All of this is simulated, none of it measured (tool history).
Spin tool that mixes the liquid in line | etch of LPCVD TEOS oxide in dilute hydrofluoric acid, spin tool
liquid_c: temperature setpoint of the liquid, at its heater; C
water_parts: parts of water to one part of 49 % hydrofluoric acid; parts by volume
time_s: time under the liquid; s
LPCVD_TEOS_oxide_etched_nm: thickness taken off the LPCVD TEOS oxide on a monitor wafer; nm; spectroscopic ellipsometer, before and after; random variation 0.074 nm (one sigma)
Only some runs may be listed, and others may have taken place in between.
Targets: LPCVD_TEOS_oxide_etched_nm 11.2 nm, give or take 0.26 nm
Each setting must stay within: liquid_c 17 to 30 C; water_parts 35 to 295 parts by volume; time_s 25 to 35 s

run 1 hour=0 | liquid_c=22 water_parts=165 time_s=35 | LPCVD_TEOS_oxide_etched_nm=9.7412
run 2 hour=2.8 | liquid_c=18.5 water_parts=165 time_s=35 | LPCVD_TEOS_oxide_etched_nm=8.487
run 3 hour=6.1 | liquid_c=17 water_parts=165 time_s=35 | LPCVD_TEOS_oxide_etched_nm=7.9752
run 4 hour=7 | liquid_c=17 water_parts=210 time_s=35 | LPCVD_TEOS_oxide_etched_nm=5.9698
run 5 hour=13.9 | liquid_c=17 water_parts=210 time_s=35 | LPCVD_TEOS_oxide_etched_nm=6.0339
run 6 hour=16.6 | liquid_c=17 water_parts=235 time_s=35 | LPCVD_TEOS_oxide_etched_nm=5.2151
run 7 hour=23 | liquid_c=17 water_parts=235 time_s=35 | LPCVD_TEOS_oxide_etched_nm=5.2586
run 8 hour=24.9 | liquid_c=21 water_parts=220 time_s=35 | LPCVD_TEOS_oxide_etched_nm=6.6889
run 9 hour=27.4 | liquid_c=24 water_parts=210 time_s=35 | LPCVD_TEOS_oxide_etched_nm=7.6935
run 10 hour=32.6 | liquid_c=26 water_parts=200 time_s=35 | LPCVD_TEOS_oxide_etched_nm=8.9407
run 11 hour=40.2 | liquid_c=27 water_parts=195 time_s=35 | LPCVD_TEOS_oxide_etched_nm=9.5783
run 12 hour=49.1 | liquid_c=28 water_parts=190 time_s=35 | LPCVD_TEOS_oxide_etched_nm=10.226

4 candidate next runs follow, results not yet known. Just one meets every target within its allowed miss. Identify it.
run A hour=58 | liquid_c=28 water_parts=175 time_s=35 | LPCVD_TEOS_oxide_etched_nm=?
run B hour=58 | liquid_c=29 water_parts=175 time_s=35 | LPCVD_TEOS_oxide_etched_nm=?
run C hour=58 | liquid_c=30 water_parts=175 time_s=35 | LPCVD_TEOS_oxide_etched_nm=?
run D hour=58 | liquid_c=28 water_parts=170 time_s=35 | LPCVD_TEOS_oxide_etched_nm=?

move=A LPCVD_TEOS_oxide_etched_nm=11.253
move=B LPCVD_TEOS_oxide_etched_nm=11.663
move=C LPCVD_TEOS_oxide_etched_nm=12.084
move=D LPCVD_TEOS_oxide_etched_nm=11.655
A: all results in spec
B: carries the result that was furthest off beyond its target, to the other side
C: carries the result that was furthest off beyond its target, to the other side
D: carries the result that was furthest off beyond its target, to the other side
So the answer is move A, the one that meets all the targets.

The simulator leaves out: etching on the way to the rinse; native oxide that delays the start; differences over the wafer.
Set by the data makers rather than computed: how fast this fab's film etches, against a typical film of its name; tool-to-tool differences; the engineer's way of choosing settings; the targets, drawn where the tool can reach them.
